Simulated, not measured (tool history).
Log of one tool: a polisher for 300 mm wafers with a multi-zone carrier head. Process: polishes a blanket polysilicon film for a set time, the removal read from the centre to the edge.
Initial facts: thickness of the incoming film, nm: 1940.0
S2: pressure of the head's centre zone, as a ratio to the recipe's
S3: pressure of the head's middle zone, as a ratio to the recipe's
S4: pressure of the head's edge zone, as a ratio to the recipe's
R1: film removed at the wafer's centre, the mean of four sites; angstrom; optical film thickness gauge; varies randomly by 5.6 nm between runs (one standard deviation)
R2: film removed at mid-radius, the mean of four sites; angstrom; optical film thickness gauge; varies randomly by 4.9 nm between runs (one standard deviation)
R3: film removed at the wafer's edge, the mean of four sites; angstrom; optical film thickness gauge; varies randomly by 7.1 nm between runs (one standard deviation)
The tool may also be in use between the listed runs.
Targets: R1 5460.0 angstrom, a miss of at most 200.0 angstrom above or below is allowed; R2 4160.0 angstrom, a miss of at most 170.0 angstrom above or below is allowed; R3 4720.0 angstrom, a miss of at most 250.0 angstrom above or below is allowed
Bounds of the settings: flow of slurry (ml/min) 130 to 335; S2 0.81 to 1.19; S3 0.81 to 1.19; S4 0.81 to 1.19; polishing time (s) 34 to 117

{"run": 1, "hour": 0.0, "flow of slurry (ml/min)": 215, "S2": 1.0, "S3": 1.0, "S4": 1.0, "polishing time (s)": 75, "R1": 3990.3, "R2": 3924.4, "R3": 4053.9}
{"run": 2, "hour": 5.9, "flow of slurry (ml/min)": 220, "S2": 1.03, "S3": 0.99, "S4": 1.02, "polishing time (s)": 76, "R1": 4164.8, "R2": 4056.3, "R3": 4133.7}
{"run": 3, "hour": 8.6, "flow of slurry (ml/min)": 220, "S2": 0.99, "S3": 0.99, "S4": 1.02, "polishing time (s)": 76, "R1": 3990.4, "R2": 3947.8, "R3": 4133.3}
{"run": 4, "hour": 12.3, "flow of slurry (ml/min)": 260, "S2": 0.99, "S3": 0.99, "S4": 1.02, "polishing time (s)": 76, "R1": 4089.0, "R2": 4104.7, "R3": 4072.8}
{"run": 5, "hour": 13.4, "flow of slurry (ml/min)": 260, "S2": 1.03, "S3": 0.99, "S4": 1.02, "polishing time (s)": 76, "R1": 4211.1, "R2": 4023.9, "R3": 4200.0}
{"run": 6, "hour": 19.0, "flow of slurry (ml/min)": 260, "S2": 1.03, "S3": 0.99, "S4": 1.02, "polishing time (s)": 87, "R1": 4803.3, "R2": 4470.9, "R3": 4706.2}
{"run": 7, "hour": 21.4, "flow of slurry (ml/min)": 260, "S2": 1.05, "S3": 0.98, "S4": 1.01, "polishing time (s)": 87, "R1": 4902.4, "R2": 4537.3, "R3": 4697.7}
{"run": 8, "hour": 23.8, "flow of slurry (ml/min)": 260, "S2": 1.07, "S3": 0.96, "S4": 1.01, "polishing time (s)": 87, "R1": 5044.9, "R2": 4456.4, "R3": 4775.9}

5 candidate next runs follow, results not yet known. Just one meets every target within its allowed miss. Identify it.
{"run": "A", "hour": 26.2, "flow of slurry (ml/min)": 275, "S2": 1.17, "S3": 0.89, "S4": 0.97, "polishing time (s)": 80, "R1": "?", "R2": "?", "R3": "?"}
{"run": "B", "hour": 26.2, "flow of slurry (ml/min)": 255, "S2": 1.17, "S3": 0.97, "S4": 0.9, "polishing time (s)": 80, "R1": "?", "R2": "?", "R3": "?"}
{"run": "C", "hour": 26.2, "flow of slurry (ml/min)": 290, "S2": 1.15, "S3": 0.87, "S4": 0.89, "polishing time (s)": 80, "R1": "?", "R2": "?", "R3": "?"}
{"run": "D", "hour": 26.2, "flow of slurry (ml/min)": 270, "S2": 1.07, "S3": 0.98, "S4": 0.97, "polishing time (s)": 81, "R1": "?", "R2": "?", "R3": "?"}
{"run": "E", "hour": 26.2, "flow of slurry (ml/min)": 285, "S2": 1.17, "S3": 0.86, "S4": 1.01, "polishing time (s)": 86, "R1": "?", "R2": "?", "R3": "?"}

move=A R1=5074.6 R2=3914.0 R3=4222.2
move=B R1=5032.6 R2=4172.4 R3=4048.1
move=C R1=5016.0 R2=3862.4 R3=4073.8
move=D R1=4689.1 R2=4289.0 R3=4263.7
move=E R1=5475.8 R2=4104.6 R3=4642.4
A: about the same distance from the targets as the last run
B: the biggest miss grows against the last run
C: the biggest miss grows against the last run
D: the biggest miss grows against the last run
E: meets every target
Correct choice: E, which meets every target
